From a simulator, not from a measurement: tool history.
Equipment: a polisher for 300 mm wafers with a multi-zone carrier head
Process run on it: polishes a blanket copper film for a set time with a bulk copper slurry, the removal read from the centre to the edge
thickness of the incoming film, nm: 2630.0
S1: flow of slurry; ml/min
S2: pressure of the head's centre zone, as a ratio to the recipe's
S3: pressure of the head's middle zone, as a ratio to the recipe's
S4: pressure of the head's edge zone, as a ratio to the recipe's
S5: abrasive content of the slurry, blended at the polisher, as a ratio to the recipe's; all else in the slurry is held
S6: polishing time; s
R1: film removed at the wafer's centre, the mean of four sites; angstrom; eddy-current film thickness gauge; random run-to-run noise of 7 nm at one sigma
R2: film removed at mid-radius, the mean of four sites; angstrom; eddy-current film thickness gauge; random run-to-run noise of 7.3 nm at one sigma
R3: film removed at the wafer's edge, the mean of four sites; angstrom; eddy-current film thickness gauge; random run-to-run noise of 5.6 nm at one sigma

{"run": 1, "hour": 0.0, "S1": 200, "S2": 1, "S3": 1, "S4": 1, "S5": 1, "S6": 74, "R1": 4522.3, "R2": 4488.3, "R3": 4545.2}
{"run": 2, "hour": 7.4, "S1": 230, "S2": 1, "S3": 1, "S4": 1, "S5": 1, "S6": 74, "R1": 4645.7, "R2": 4528, "R3": 4455.7}
{"run": 3, "hour": 10.7, "S1": 230, "S2": 1, "S3": 1, "S4": 0.97, "S5": 1, "S6": 74, "R1": 4561.5, "R2": 4541.8, "R3": 4484.9}
{"run": 4, "hour": 12.2, "S1": 230, "S2": 1, "S3": 1, "S4": 1.04, "S5": 1, "S6": 74, "R1": 4535, "R2": 4491.2, "R3": 4647.6}
{"run": 5, "hour": 16.3, "S1": 230, "S2": 1.02, "S3": 1.02, "S4": 1.04, "S5": 1.1, "S6": 75, "R1": 4851.1, "R2": 4681.3, "R3": 4748.8}
{"run": 6, "hour": 17.2, "S1": 230, "S2": 1.02, "S3": 1.02, "S4": 1.08, "S5": 1.1, "S6": 75, "R1": 4851.1, "R2": 4686.4, "R3": 4895.1}
{"run": 7, "hour": 25.5, "S1": 230, "S2": 1.03, "S3": 1.04, "S4": 1.08, "S5": 1.15, "S6": 76, "R1": 4965.8, "R2": 5003.6, "R3": 4934.5}
{"run": 8, "hour": 32.9, "S1": 230, "S2": 1.05, "S3": 1.04, "S4": 1.09, "S5": 1.2, "S6": 77, "R1": 5196.1, "R2": 5156.5, "R3": 5028.1}
{"run": 9, "hour": 37.0, "S1": 230, "S2": 1.06, "S3": 1.04, "S4": 1.1, "S5": 1.25, "S6": 78, "R1": 5439.9, "R2": 5120.7, "R3": 5177.5}
{"run": 10, "hour": 45.8, "S1": 230, "S2": 1.07, "S3": 1.05, "S4": 1.11, "S5": 1.3, "S6": 79, "R1": 5604.7, "R2": 5352, "R3": 5300.6}

Run 11, settings as shown, results not yet in. Your forecast:
{"run": 11, "hour": 47.0, "S1": 230, "S2": 1.08, "S3": 1.06, "S4": 1.12, "S5": 1.35, "S6": 79, "R1": "?", "R2": "?", "R3": "?"}

{"run 11": {"R1": 5655.5, "R2": 5409.3, "R3": 5400.6}}
